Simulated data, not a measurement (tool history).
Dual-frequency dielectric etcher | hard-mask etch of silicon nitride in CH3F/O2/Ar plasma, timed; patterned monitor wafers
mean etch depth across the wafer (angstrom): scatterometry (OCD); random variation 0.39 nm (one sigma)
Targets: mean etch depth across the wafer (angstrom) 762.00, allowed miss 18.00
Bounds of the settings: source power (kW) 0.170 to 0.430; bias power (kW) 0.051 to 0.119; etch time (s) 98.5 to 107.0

run	hour	source power (kW)	bias power (kW)	etch time (s)	mean etch depth across the wafer (angstrom)
1	0.0	0.300	0.085	107.0	656.34
2	1.7	0.320	0.087	107.0	671.24
3	10.2	0.320	0.098	107.0	707.55
4	15.4	0.330	0.099	107.0	713.67
5	18.0	0.330	0.099	98.5	659.34
6	20.1	0.290	0.099	98.5	633.65
7	28.5	0.310	0.101	99.0	657.12
8	29.9	0.330	0.103	99.5	678.95
9	35.3	0.350	0.105	99.5	688.87
10	38.5	0.360	0.108	100.0	710.91

Which of these 5 next moves meets every target?
A	41.7	0.370	0.109	107.0	?
B	41.7	0.340	0.114	102.0	?
C	41.7	0.350	0.112	101.0	?
D	41.7	0.390	0.097	104.0	?
E	41.7	0.350	0.109	102.5	?

move	mean etch depth across the wafer (angstrom)
A	768.40
B	730.29
C	723.12
D	721.61
E	725.58
A: meets every target
B: nearer than the last run, and not there yet
C: nearer than the last run, and not there yet
D: nearer than the last run, and not there yet
E: nearer than the last run, and not there yet
Move A is the one to make.

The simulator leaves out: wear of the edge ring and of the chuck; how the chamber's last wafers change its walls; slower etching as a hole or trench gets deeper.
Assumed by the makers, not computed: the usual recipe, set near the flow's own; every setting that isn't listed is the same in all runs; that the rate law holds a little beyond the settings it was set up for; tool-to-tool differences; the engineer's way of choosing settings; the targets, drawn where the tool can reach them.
